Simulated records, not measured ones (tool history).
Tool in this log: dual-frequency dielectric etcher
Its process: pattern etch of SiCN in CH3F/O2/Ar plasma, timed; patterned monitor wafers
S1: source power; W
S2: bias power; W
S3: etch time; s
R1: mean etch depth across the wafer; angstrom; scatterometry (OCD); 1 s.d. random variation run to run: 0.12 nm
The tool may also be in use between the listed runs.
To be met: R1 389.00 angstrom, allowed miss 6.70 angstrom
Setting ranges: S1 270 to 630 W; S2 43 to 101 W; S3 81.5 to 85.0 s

| run | hour | S1 | S2 | S3 | R1 |
|---|---|---|---|---|---|
| 1 | 0.0 | 450 | 72 | 81.5 | 357.82 |
| 2 | 7.1 | 450 | 66 | 81.5 | 345.47 |
| 3 | 9.5 | 380 | 66 | 81.5 | 325.43 |
| 4 | 15.6 | 380 | 54 | 81.5 | 303.80 |
| 5 | 22.7 | 450 | 57 | 81.5 | 329.04 |
| 6 | 29.6 | 500 | 59 | 81.5 | 345.61 |
| 7 | 32.8 | 540 | 61 | 81.5 | 361.20 |
| 8 | 35.6 | 570 | 62 | 81.5 | 370.23 |
| 9 | 43.4 | 590 | 63 | 81.5 | 374.19 |

Of the 5 settings listed for the next run, only one would bring every result within its allowed miss of target. Which one?
| A | 51.2 | 570 | 59 | 83.5 | ? |
| B | 51.2 | 610 | 65 | 83.0 | ? |
| C | 51.2 | 560 | 64 | 82.5 | ? |
| D | 51.2 | 600 | 60 | 83.0 | ? |
| E | 51.2 | 600 | 54 | 84.0 | ? |

| move | R1 |
|---|---|
| A | 370.95 |
| B | 391.41 |
| C | 375.08 |
| D | 377.95 |
| E | 368.42 |
A: misses by more than the last run did
B: all results land within tolerance of their targets
C: nearer the targets than the last run, but a result is still out of spec
D: nearer the targets than the last run, but a result is still out of spec
E: misses by more than the last run did
B meets every target.
